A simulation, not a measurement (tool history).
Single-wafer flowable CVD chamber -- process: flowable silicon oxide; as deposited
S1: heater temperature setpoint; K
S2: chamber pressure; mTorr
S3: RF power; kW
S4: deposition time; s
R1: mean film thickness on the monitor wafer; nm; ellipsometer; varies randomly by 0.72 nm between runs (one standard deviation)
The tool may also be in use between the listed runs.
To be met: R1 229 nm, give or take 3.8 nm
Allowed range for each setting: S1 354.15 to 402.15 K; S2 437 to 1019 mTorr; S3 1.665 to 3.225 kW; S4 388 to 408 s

Run 1, hour 0: S1 378.15 K, S2 728 mTorr, S3 2.445 kW, S4 408 s. Result: R1 168.12 nm.
Run 2, hour 8.4: S1 378.15 K, S2 728 mTorr, S3 2.445 kW, S4 408 s. Result: R1 167.6 nm.
Run 3, hour 9.5: S1 378.15 K, S2 728 mTorr, S3 2.445 kW, S4 388 s. Result: R1 160.82 nm.
Run 4, hour 11.8: S1 377.15 K, S2 728 mTorr, S3 2.445 kW, S4 388 s. Result: R1 165.77 nm.
Run 5, hour 15.3: S1 376.15 K, S2 728 mTorr, S3 2.445 kW, S4 388 s. Result: R1 171.92 nm.
Run 6, hour 24.4: S1 375.15 K, S2 728 mTorr, S3 2.445 kW, S4 388 s. Result: R1 178.96 nm.
Run 7, hour 28.6: S1 366.15 K, S2 729 mTorr, S3 2.445 kW, S4 388 s. Result: R1 252.47 nm.
At hour 36.8: thermocouple changed; heater temperature recalibrated.
Run 8, hour 36.8: S1 368.15 K, S2 729 mTorr, S3 2.445 kW, S4 388 s. Result: R1 265.3 nm.
Run 9, hour 42.6: S1 370.15 K, S2 729 mTorr, S3 2.445 kW, S4 388 s. Result: R1 245.47 nm.
Run 10, hour 48.7: S1 371.15 K, S2 729 mTorr, S3 2.445 kW, S4 388 s. Result: R1 237.09 nm.

Consider the 5 candidate settings below. Which is the only one whose results all fall within their allowed miss of target?
Run A, hour 54.8: S1 373.15 K, S2 729 mTorr, S3 2.51 kW, S4 388 s. Result: R1 ?.
Run B, hour 54.8: S1 372.15 K, S2 699 mTorr, S3 2.435 kW, S4 407 s. Result: R1 ?.
Run C, hour 54.8: S1 373.15 K, S2 724 mTorr, S3 2.45 kW, S4 388 s. Result: R1 ?.
Run D, hour 54.8: S1 375.15 K, S2 744 mTorr, S3 2.585 kW, S4 408 s. Result: R1 ?.
Run E, hour 54.8: S1 371.15 K, S2 674 mTorr, S3 2.27 kW, S4 389 s. Result: R1 ?.

move      R1
   A  221.16
   B  229.99
   C  218.89
   D  220.66
   E  217.93
A: pushes the last run's worst result past its target
B: every result within its allowed miss
C: pushes the last run's worst result past its target
D: pushes the last run's worst result past its target
E: pushes the last run's worst result past its target
So the answer is move B, the one that meets all the targets.

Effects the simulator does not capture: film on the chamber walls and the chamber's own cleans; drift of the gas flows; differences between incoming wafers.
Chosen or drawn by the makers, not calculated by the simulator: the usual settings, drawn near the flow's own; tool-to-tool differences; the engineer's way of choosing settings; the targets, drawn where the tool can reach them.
